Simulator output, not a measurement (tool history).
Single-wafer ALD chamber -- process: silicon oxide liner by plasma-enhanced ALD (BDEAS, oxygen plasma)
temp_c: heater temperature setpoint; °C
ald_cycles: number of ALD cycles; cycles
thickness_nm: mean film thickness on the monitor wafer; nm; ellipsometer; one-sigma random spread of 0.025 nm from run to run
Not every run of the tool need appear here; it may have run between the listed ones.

run,hour,temp_c,ald_cycles,thickness_nm
1,0.0,315,64,6.1389
2,1.6,316,61,5.8782
3,5.8,317,58,5.5653
4,9.8,321,58,5.5850
5,12.0,325,58,5.5086
6,20.9,325,49,4.6671
7,22.4,324,51,4.8821
8,29.9,323,52,4.9680

Forecast run 9:
# hour 34.2: thermocouple changed; heater temperature recalibrated
9,34.2,323,53,?

Run 9 gave thickness_nm 5.0922 nm.
